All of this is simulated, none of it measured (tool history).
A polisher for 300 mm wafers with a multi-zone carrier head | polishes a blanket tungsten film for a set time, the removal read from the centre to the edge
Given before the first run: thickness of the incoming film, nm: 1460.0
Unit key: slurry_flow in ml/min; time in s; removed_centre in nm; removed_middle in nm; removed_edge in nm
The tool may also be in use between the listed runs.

| run | day | slurry_flow | centre_zone | middle_zone | edge_zone | slurry_solids | time | removed_centre | removed_middle | removed_edge |
|---|---|---|---|---|---|---|---|---|---|---|
| 1 | 0.000 | 290 | 1.00 | 1.00 | 1.00 | 1.00 | 56 | 238.23 | 239.94 | 227.15 |
| 2 | 0.075 | 290 | 1.00 | 1.00 | 0.96 | 1.00 | 56 | 239.95 | 237.62 | 224.47 |
| 3 | 0.450 | 295 | 1.01 | 1.03 | 0.96 | 1.10 | 58 | 253.60 | 260.09 | 240.93 |
| 4 | 0.525 | 295 | 1.01 | 1.03 | 0.96 | 1.10 | 70 | 309.26 | 314.30 | 279.89 |
| 5 | 0.808 | 295 | 1.01 | 1.03 | 0.96 | 1.20 | 70 | 317.20 | 332.06 | 295.40 |
| 6 | 0.946 | 295 | 1.03 | 1.05 | 0.95 | 1.20 | 70 | 324.70 | 332.12 | 302.25 |
| 7 | 1.212 | 305 | 1.03 | 1.06 | 0.93 | 1.20 | 71 | 320.21 | 338.18 | 303.80 |
| 8 | 1.517 | 285 | 1.02 | 1.06 | 0.94 | 1.15 | 73 | 321.66 | 339.15 | 299.34 |
| 9 | 1.825 | 280 | 1.04 | 1.08 | 0.92 | 1.15 | 75 | 341.19 | 352.41 | 299.97 |

For run 10, what comes out?
| 10 | 2.088 | 280 | 1.05 | 1.10 | 0.92 | 1.15 | 75 | ? | ? | ? |

Logged for run 10: removed_centre 347.58 nm, removed_middle 365.21 nm, removed_edge 314.91 nm.
